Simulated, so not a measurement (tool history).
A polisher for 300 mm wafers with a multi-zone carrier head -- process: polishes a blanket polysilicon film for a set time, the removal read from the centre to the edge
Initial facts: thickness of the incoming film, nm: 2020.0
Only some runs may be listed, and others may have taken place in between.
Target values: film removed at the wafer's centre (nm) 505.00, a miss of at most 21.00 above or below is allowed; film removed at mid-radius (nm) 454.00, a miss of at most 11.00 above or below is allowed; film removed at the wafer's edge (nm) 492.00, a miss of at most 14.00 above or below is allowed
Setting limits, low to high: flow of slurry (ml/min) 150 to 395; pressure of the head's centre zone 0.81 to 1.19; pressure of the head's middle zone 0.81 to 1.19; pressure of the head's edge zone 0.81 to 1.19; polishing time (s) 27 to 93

run,hour,flow of slurry (ml/min),pressure of the head's centre zone,pressure of the head's middle zone,pressure of the head's edge zone,polishing time (s),film removed at the wafer's centre (nm),film removed at mid-radius (nm),film removed at the wafer's edge (nm)
1,0.0,250,1.00,1.00,1.00,59,663.00,643.72,645.31
2,1.6,250,1.06,1.00,1.00,59,693.60,644.27,638.48
3,9.5,295,1.06,1.00,1.00,59,692.22,658.34,652.52
4,12.1,295,1.06,1.00,1.08,59,692.63,655.61,673.20
5,15.0,280,1.03,0.96,1.03,55,643.05,591.22,606.81
6,20.8,270,0.98,0.92,1.01,52,567.63,531.84,570.09
7,26.0,260,0.97,0.89,0.96,51,549.47,504.98,551.12
8,29.9,255,0.97,0.88,0.93,50,534.87,499.59,516.52
9,32.7,245,0.96,0.86,0.92,50,543.97,484.25,522.67
10,38.0,240,0.94,0.85,0.90,50,522.64,473.49,510.76
11,45.0,230,0.93,0.85,0.89,50,514.68,474.36,519.17
12,52.4,230,0.93,0.84,0.87,50,509.53,478.61,514.11
13,60.7,225,0.94,0.83,0.86,50,511.94,466.63,502.33
14,69.6,220,0.94,0.83,0.85,50,508.68,466.95,501.06

Which single option among these 4 for the next run brings every result within its allowed miss of target? Just one does.
A,78.5,325,0.88,0.86,0.84,50,?,?,?
B,78.5,215,0.95,0.81,0.89,51,?,?,?
C,78.5,210,0.95,0.86,0.84,50,?,?,?
D,78.5,200,0.94,0.82,0.84,50,?,?,?

move,film removed at the wafer's centre (nm),film removed at mid-radius (nm),film removed at the wafer's edge (nm)
A,492.97,493.79,510.93
B,524.86,464.94,523.06
C,513.69,477.89,498.59
D,505.92,457.84,497.42
A: lands further from the targets than the last run did
B: corrects the largest miss of the last run, while another result sits out of spec
C: lands further from the targets than the last run did
D: every result lands within tolerance
D meets every target.

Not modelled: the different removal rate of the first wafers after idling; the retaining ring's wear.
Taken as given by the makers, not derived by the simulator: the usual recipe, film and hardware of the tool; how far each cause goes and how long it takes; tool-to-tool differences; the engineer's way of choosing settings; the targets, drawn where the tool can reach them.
